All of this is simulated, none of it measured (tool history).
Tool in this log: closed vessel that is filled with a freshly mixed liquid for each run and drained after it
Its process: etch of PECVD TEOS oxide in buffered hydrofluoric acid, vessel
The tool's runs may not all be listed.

run,day,temperature setpoint of the liquid (°C),parts of 40 % ammonium fluoride to one part of 49 % hydrofluoric acid (parts by volume),time in the liquid (s),thickness taken off the PECVD TEOS oxide on a monitor wafer (nm)
1,0,21,7,95,213.77
2,0.121,22,7,95,224.69
3,0.296,22,7,100,235.67
4,0.462,22,9,100,178.82
5,0.533,22,8,100,203.66
6,0.733,23.5,8,100,220.98
7,0.817,24.5,8,100,233.27

For run 8, what comes out?
8,1.192,25.5,8,100,?

thickness taken off the PECVD TEOS oxide on a monitor wafer (nm): 246.23
